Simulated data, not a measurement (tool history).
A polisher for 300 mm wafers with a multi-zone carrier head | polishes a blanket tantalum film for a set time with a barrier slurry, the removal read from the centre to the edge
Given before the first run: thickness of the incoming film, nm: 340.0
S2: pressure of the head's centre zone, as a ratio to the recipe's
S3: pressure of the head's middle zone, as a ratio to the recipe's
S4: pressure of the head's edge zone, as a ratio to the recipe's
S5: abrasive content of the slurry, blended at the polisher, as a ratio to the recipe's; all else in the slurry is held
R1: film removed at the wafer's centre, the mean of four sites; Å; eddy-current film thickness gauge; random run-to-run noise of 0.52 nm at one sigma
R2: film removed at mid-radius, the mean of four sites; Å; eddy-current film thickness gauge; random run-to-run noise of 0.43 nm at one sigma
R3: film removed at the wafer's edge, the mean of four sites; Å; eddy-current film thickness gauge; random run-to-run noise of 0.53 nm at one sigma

Run 1, hour 0: flow of slurry (ml/min) 195, S2 1, S3 1, S4 1, S5 1, polishing time (s) 36. Result: R1 355.58 Å, R2 355.43 Å, R3 360.14 Å.
Run 2, hour 0.7: flow of slurry (ml/min) 200, S2 0.98, S3 1.02, S4 1.05, S5 1.15, polishing time (s) 39. Result: R1 393.21 Å, R2 410.33 Å, R3 405.92 Å.
Run 3, hour 6.1: flow of slurry (ml/min) 155, S2 0.98, S3 1.02, S4 1.05, S5 1.15, polishing time (s) 39. Result: R1 373.09 Å, R2 384.95 Å, R3 401.83 Å.
Run 4, hour 11.6: flow of slurry (ml/min) 190, S2 0.98, S3 1.02, S4 1.05, S5 1.15, polishing time (s) 39. Result: R1 389.07 Å, R2 405.5 Å, R3 410.3 Å.
Run 5, hour 18.1: flow of slurry (ml/min) 190, S2 0.98, S3 0.96, S4 1.05, S5 1.15, polishing time (s) 39. Result: R1 386.35 Å, R2 379.62 Å, R3 405.36 Å.
Run 6, hour 23.4: flow of slurry (ml/min) 190, S2 0.98, S3 0.99, S4 1.05, S5 1.15, polishing time (s) 39. Result: R1 391.99 Å, R2 389.21 Å, R3 413.42 Å.
Run 7, hour 30.7: flow of slurry (ml/min) 190, S2 0.96, S3 1.01, S4 1.08, S5 1.25, polishing time (s) 42. Result: R1 424.86 Å, R2 440.64 Å, R3 448.75 Å.
Run 8, hour 32.1: flow of slurry (ml/min) 170, S2 0.94, S3 1.02, S4 1.11, S5 1.3, polishing time (s) 45. Result: R1 435.21 Å, R2 468.96 Å, R3 492.62 Å.
Run 9, hour 35.7: flow of slurry (ml/min) 175, S2 0.93, S3 1.03, S4 1.13, S5 1.35, polishing time (s) 47. Result: R1 459.77 Å, R2 499.49 Å, R3 525.73 Å.
Run 10, hour 40.6: flow of slurry (ml/min) 190, S2 0.92, S3 1.03, S4 1.15, S5 1.4, polishing time (s) 48. Result: R1 470.69 Å, R2 520.19 Å, R3 551.9 Å.
Run 11, hour 42.5: flow of slurry (ml/min) 205, S2 0.92, S3 1.04, S4 1.16, S5 1.45, polishing time (s) 48. Result: R1 480.43 Å, R2 538.58 Å, R3 555.95 Å.
Run 12, hour 44.6: flow of slurry (ml/min) 215, S2 0.92, S3 1.04, S4 1.17, S5 1.45, polishing time (s) 49. Result: R1 493.42 Å, R2 550.89 Å, R3 580.05 Å.
Run 13, hour 47.5: flow of slurry (ml/min) 225, S2 0.92, S3 1.05, S4 1.18, S5 1.45, polishing time (s) 49. Result: R1 501.45 Å, R2 562.24 Å, R3 577.48 Å.
Run 14, hour 54.8: flow of slurry (ml/min) 225, S2 0.92, S3 1.05, S4 1.18, S5 1.45, polishing time (s) 49. Result: R1 498.01 Å, R2 559.01 Å, R3 581.44 Å.
Run 15, hour 60: flow of slurry (ml/min) 230, S2 0.92, S3 1.05, S4 1.18, S5 1.45, polishing time (s) 49. Result: R1 509.68 Å, R2 554.51 Å, R3 583.04 Å.

Estimate the outcome of run 16 from the log above:
Run 16, hour 68.2: flow of slurry (ml/min) 230, S2 0.91, S3 1.06, S4 1.18, S5 1.45, polishing time (s) 49. Result: R1 ?, R2 ?, R3 ?.

Logged for run 16: R1 498 Å, R2 565.75 Å, R3 594.91 Å.
